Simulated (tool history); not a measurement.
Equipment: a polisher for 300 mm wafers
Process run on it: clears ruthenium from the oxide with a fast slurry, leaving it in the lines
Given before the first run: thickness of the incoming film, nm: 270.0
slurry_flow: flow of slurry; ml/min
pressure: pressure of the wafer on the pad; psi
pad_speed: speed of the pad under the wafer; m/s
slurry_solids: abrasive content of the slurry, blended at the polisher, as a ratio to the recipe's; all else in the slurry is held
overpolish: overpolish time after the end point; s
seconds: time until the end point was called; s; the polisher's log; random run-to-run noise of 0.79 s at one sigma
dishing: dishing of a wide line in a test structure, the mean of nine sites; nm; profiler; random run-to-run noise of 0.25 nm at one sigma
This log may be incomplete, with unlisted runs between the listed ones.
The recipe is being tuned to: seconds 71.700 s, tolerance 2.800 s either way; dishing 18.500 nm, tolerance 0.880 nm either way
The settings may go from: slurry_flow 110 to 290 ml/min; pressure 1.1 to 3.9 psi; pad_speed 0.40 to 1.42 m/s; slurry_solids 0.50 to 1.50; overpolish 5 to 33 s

run 1 hour=0.0 | slurry_flow=185 pressure=2.5 pad_speed=0.90 slurry_solids=1.00 overpolish=17 | seconds=88.370 dishing=45.880
run 2 hour=8.7 | slurry_flow=185 pressure=2.5 pad_speed=0.90 slurry_solids=0.90 overpolish=17 | seconds=92.787 dishing=42.886
run 3 hour=12.4 | slurry_flow=185 pressure=2.5 pad_speed=0.90 slurry_solids=0.75 overpolish=17 | seconds=99.916 dishing=41.462
run 4 hour=19.6 | slurry_flow=185 pressure=2.5 pad_speed=0.90 slurry_solids=0.75 overpolish=10 | seconds=99.844 dishing=26.280
run 5 hour=26.3 | slurry_flow=200 pressure=2.6 pad_speed=0.90 slurry_solids=0.70 overpolish=9 | seconds=98.357 dishing=23.988
run 6 hour=32.4 | slurry_flow=155 pressure=2.6 pad_speed=0.90 slurry_solids=0.70 overpolish=9 | seconds=100.870 dishing=22.840
run 7 hour=40.5 | slurry_flow=155 pressure=2.6 pad_speed=0.90 slurry_solids=0.70 overpolish=9 | seconds=101.460 dishing=22.839
run 8 hour=46.1 | slurry_flow=145 pressure=2.8 pad_speed=0.90 slurry_solids=0.65 overpolish=8 | seconds=99.876 dishing=21.106
run 9 hour=48.6 | slurry_flow=145 pressure=2.8 pad_speed=0.90 slurry_solids=0.65 overpolish=8 | seconds=98.131 dishing=21.223
run 10 hour=57.4 | slurry_flow=140 pressure=3.0 pad_speed=0.90 slurry_solids=0.60 overpolish=7 | seconds=99.452 dishing=19.091
run 11 hour=66.3 | slurry_flow=135 pressure=3.2 pad_speed=0.92 slurry_solids=0.60 overpolish=7 | seconds=92.966 dishing=20.015
run 12 hour=67.4 | slurry_flow=130 pressure=3.3 pad_speed=0.94 slurry_solids=0.60 overpolish=7 | seconds=88.626 dishing=20.515
run 13 hour=71.6 | slurry_flow=125 pressure=3.4 pad_speed=0.96 slurry_solids=0.60 overpolish=7 | seconds=84.255 dishing=21.344

Of the 5 settings listed for the next run, only one would bring every result within its allowed miss of target. Which one?
run A hour=75.8 | slurry_flow=130 pressure=2.9 pad_speed=0.74 slurry_solids=0.80 overpolish=11 | seconds=? dishing=?
run B hour=75.8 | slurry_flow=125 pressure=3.4 pad_speed=0.84 slurry_solids=0.50 overpolish=10 | seconds=? dishing=?
run C hour=75.8 | slurry_flow=145 pressure=3.0 pad_speed=1.12 slurry_solids=0.60 overpolish=5 | seconds=? dishing=?
run D hour=75.8 | slurry_flow=160 pressure=2.6 pad_speed=0.84 slurry_solids=0.55 overpolish=12 | seconds=? dishing=?
run E hour=75.8 | slurry_flow=115 pressure=3.9 pad_speed=0.96 slurry_solids=0.70 overpolish=5 | seconds=? dishing=?

move=A seconds=108.990 dishing=25.755
move=B seconds=104.160 dishing=24.608
move=C seconds=79.613 dishing=16.595
move=D seconds=119.060 dishing=25.723
move=E seconds=72.643 dishing=18.087
A: misses by more than the last run did
B: misses by more than the last run did
C: closer than the last run, but not yet in spec
D: misses by more than the last run did
E: in spec on every target
The move that meets every target is E.
